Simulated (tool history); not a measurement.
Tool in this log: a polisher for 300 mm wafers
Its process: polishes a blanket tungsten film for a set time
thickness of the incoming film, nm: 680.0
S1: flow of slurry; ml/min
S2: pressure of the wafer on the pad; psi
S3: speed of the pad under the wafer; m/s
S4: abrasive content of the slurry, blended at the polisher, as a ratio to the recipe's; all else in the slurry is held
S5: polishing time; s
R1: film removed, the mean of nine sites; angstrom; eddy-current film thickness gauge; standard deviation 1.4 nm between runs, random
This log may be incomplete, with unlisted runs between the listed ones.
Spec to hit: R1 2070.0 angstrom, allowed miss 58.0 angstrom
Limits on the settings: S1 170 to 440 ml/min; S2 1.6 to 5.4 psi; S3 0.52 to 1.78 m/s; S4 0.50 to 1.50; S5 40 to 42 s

| run | hour | S1 | S2 | S3 | S4 | S5 | R1 |
|---|---|---|---|---|---|---|---|
| 1 | 0.0 | 280 | 3.5 | 1.14 | 1.00 | 40 | 1588.7 |
| 2 | 8.1 | 280 | 3.5 | 1.14 | 0.90 | 40 | 1536.2 |
| 3 | 10.3 | 280 | 3.5 | 1.14 | 0.90 | 40 | 1567.4 |
| 4 | 15.0 | 250 | 3.5 | 1.14 | 0.90 | 40 | 1525.4 |
| 5 | 23.8 | 260 | 3.7 | 1.14 | 0.90 | 40 | 1619.4 |
| 6 | 26.8 | 295 | 3.7 | 1.14 | 0.90 | 40 | 1638.8 |
| 7 | 33.5 | 295 | 3.8 | 1.14 | 0.90 | 40 | 1682.0 |
|  | 42.2 | worn pad replaced by a new one |
| 8 | 42.2 | 295 | 3.9 | 1.14 | 0.90 | 40 | 1853.8 |
| 9 | 45.4 | 310 | 3.9 | 1.14 | 0.90 | 40 | 1823.8 |
| 10 | 49.4 | 320 | 3.9 | 1.14 | 0.90 | 40 | 1837.0 |
| 11 | 51.1 | 320 | 3.9 | 1.14 | 0.90 | 40 | 1846.8 |
| 12 | 57.6 | 335 | 3.9 | 1.14 | 0.90 | 40 | 1853.2 |

Next run, 4 choices. One meets every target within its allowed miss, the rest don't. Which?
| A | 64.1 | 345 | 4.3 | 1.00 | 0.90 | 42 | ? |
| B | 64.1 | 345 | 4.1 | 1.20 | 0.95 | 40 | ? |
| C | 64.1 | 355 | 4.0 | 1.26 | 0.90 | 42 | ? |
| D | 64.1 | 375 | 3.2 | 1.00 | 1.35 | 42 | ? |

| move | R1 |
|---|---|
| A | 1880.9 |
| B | 2081.2 |
| C | 2198.0 |
| D | 1633.8 |
A: closer than the last run, but not yet in spec
B: every result within its allowed miss
C: pushes the last run's worst result past its target
D: further off than the last run
B is the move that brings every result within its allowed miss.

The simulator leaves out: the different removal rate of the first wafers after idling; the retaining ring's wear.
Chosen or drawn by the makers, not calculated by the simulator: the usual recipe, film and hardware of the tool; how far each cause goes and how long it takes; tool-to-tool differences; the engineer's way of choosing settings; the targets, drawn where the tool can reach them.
